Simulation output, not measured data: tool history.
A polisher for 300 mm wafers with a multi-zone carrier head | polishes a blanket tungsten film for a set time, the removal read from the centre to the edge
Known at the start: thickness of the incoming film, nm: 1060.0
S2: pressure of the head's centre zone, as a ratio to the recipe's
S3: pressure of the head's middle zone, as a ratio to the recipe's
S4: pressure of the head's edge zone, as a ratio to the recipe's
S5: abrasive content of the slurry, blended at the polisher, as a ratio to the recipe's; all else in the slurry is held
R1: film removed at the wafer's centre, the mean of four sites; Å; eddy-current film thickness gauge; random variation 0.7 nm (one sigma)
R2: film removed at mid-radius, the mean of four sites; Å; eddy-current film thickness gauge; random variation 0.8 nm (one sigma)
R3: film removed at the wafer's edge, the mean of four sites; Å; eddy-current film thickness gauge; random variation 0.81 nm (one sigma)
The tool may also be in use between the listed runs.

{"run": 1, "hour": 0.0, "flow of slurry (ml/min)": 270, "S2": 1.0, "S3": 1.0, "S4": 1.0, "S5": 1.0, "polishing time (s)": 36, "R1": 1693.2, "R2": 1699.8, "R3": 1661.2}
{"run": 2, "hour": 2.2, "flow of slurry (ml/min)": 260, "S2": 0.97, "S3": 0.98, "S4": 0.99, "S5": 0.9, "polishing time (s)": 34, "R1": 1496.1, "R2": 1533.4, "R3": 1526.0}
{"run": 3, "hour": 10.2, "flow of slurry (ml/min)": 255, "S2": 0.95, "S3": 0.96, "S4": 0.97, "S5": 0.85, "polishing time (s)": 32, "R1": 1369.4, "R2": 1367.5, "R3": 1394.3}
{"run": 4, "hour": 12.9, "flow of slurry (ml/min)": 255, "S2": 0.95, "S3": 0.96, "S4": 0.97, "S5": 0.85, "polishing time (s)": 36, "R1": 1553.1, "R2": 1537.5, "R3": 1594.0}
{"run": 5, "hour": 13.9, "flow of slurry (ml/min)": 315, "S2": 0.95, "S3": 0.96, "S4": 0.97, "S5": 0.85, "polishing time (s)": 36, "R1": 1605.2, "R2": 1586.8, "R3": 1615.9}
{"run": 6, "hour": 17.9, "flow of slurry (ml/min)": 315, "S2": 0.95, "S3": 0.96, "S4": 0.97, "S5": 0.85, "polishing time (s)": 30, "R1": 1335.6, "R2": 1307.3, "R3": 1342.7}
{"run": 7, "hour": 19.5, "flow of slurry (ml/min)": 240, "S2": 0.85, "S3": 0.88, "S4": 0.94, "S5": 0.6, "polishing time (s)": 22, "R1": 793.41, "R2": 837.48, "R3": 883.09}
{"run": 8, "hour": 24.4, "flow of slurry (ml/min)": 250, "S2": 0.85, "S3": 0.88, "S4": 0.96, "S5": 0.6, "polishing time (s)": 22, "R1": 794.75, "R2": 836.15, "R3": 897.05}
{"run": 9, "hour": 31.3, "flow of slurry (ml/min)": 260, "S2": 0.85, "S3": 0.89, "S4": 0.97, "S5": 0.6, "polishing time (s)": 22, "R1": 786.98, "R2": 850.5, "R3": 900.93}

Forecast run 10:
{"run": 10, "hour": 32.0, "flow of slurry (ml/min)": 265, "S2": 0.85, "S3": 0.89, "S4": 0.98, "S5": 0.6, "polishing time (s)": 22, "R1": "?", "R2": "?", "R3": "?"}

Run 10 gave R1 786.68 Å, R2 856.08 Å, R3 920.96 Å.
